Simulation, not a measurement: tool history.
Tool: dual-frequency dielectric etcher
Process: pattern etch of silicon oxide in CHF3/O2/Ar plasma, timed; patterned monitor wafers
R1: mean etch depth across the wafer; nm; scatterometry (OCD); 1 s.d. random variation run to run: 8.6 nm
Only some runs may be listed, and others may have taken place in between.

run 1 hour=0.0 | source_power_(kW)=0.620 bias_power_(kW)=0.129 etch_time_(s)=641.0 | R1=1124.5
run 2 hour=3.8 | source_power_(kW)=0.510 bias_power_(kW)=0.129 etch_time_(s)=641.0 | R1=1071.3
run 3 hour=6.2 | source_power_(kW)=0.550 bias_power_(kW)=0.133 etch_time_(s)=642.5 | R1=1093.0
run 4 hour=12.7 | source_power_(kW)=0.550 bias_power_(kW)=0.133 etch_time_(s)=670.5 | R1=1142.3
run 5 hour=15.7 | source_power_(kW)=0.580 bias_power_(kW)=0.136 etch_time_(s)=670.5 | R1=1182.4
run 6 hour=21.1 | source_power_(kW)=0.600 bias_power_(kW)=0.138 etch_time_(s)=670.5 | R1=1189.5
run 7 hour=26.7 | source_power_(kW)=0.620 bias_power_(kW)=0.140 etch_time_(s)=670.5 | R1=1208.6
run 8 hour=30.8 | source_power_(kW)=0.640 bias_power_(kW)=0.142 etch_time_(s)=670.5 | R1=1225.1
run 9 hour=37.4 | source_power_(kW)=0.660 bias_power_(kW)=0.143 etch_time_(s)=670.5 | R1=1241.7

What does the tool deliver on the next run?
run 10 hour=43.7 | source_power_(kW)=0.670 bias_power_(kW)=0.144 etch_time_(s)=670.5 | R1=?

{"run 10": {"R1": 1249.6}}
